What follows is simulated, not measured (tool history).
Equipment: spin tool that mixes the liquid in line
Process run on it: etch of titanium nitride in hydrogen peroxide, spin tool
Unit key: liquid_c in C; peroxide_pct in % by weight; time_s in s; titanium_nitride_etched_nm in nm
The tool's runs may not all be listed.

run	hour	liquid_c	peroxide_pct	time_s	titanium_nitride_etched_nm
1	0	47	19	90	2.8599
2	6.5	47.5	19	90	2.9954
3	12.4	50.5	19	90	3.7342
4	15.2	50.5	19	65	2.669
5	18.1	50.5	19	90	3.741
6	22.2	54	19	90	4.7981

Run 7 comes next. What will it give?
7	29.8	53	19	90	?

titanium_nitride_etched_nm: 4.4656 nm
